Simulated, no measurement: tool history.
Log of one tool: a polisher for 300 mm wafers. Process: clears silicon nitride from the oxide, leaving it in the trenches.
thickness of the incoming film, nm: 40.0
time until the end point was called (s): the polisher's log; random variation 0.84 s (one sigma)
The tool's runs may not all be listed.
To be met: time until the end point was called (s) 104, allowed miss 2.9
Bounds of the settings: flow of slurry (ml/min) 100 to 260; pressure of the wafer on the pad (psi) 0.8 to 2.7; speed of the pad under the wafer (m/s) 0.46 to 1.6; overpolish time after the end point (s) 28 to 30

run  hour  flow of slurry (ml/min)  pressure of the wafer on the pad (psi)  speed of the pad under the wafer (m/s)  overpolish time after the end point (s)  time until the end point was called (s)
  1     0                      165                                     1.7                                    1.02                                       28                                     71.3
  2   7.6                      160                                     1.6                                    1.02                                       28                                     76.2
  3  16.2                      155                                     1.5                                    1.02                                       28                                   81.755
  4  19.1                      155                                     1.5                                    0.88                                       28                                   93.316
  5  24.3                      150                                     1.5                                    0.88                                       28                                   95.418
  6  31.1                      150                                     1.5                                    0.88                                       28                                   95.016
  7  38.6                      145                                     1.5                                    0.88                                       28                                   95.397
  8  42.9                      140                                     1.5                                    0.88                                       28                                   96.799
  9  47.2                      135                                     1.5                                    0.88                                       28                                   97.103
 10  54.4                      130                                     1.5                                    0.88                                       28                                   97.688
 11  59.9                      125                                     1.5                                    0.88                                       28                                   99.294
 12  62.8                      120                                     1.5                                    0.88                                       28                                   99.647

Which of these 4 next moves meets every target?
  A  65.7                      130                                     1.5                                     0.9                                       30                                        ?
  B  65.7                      145                                     1.6                                    0.86                                       29                                        ?
  C  65.7                      100                                     1.6                                    0.84                                       30                                        ?
  D  65.7                      115                                     1.6                                    0.86                                       30                                        ?

move  time until the end point was called (s)
   A                                   96.605
   B                                   92.653
   C                                   104.16
   D                                   97.791
A: further off than the last run
B: further off than the last run
C: meets every target
D: further off than the last run
Answer: C
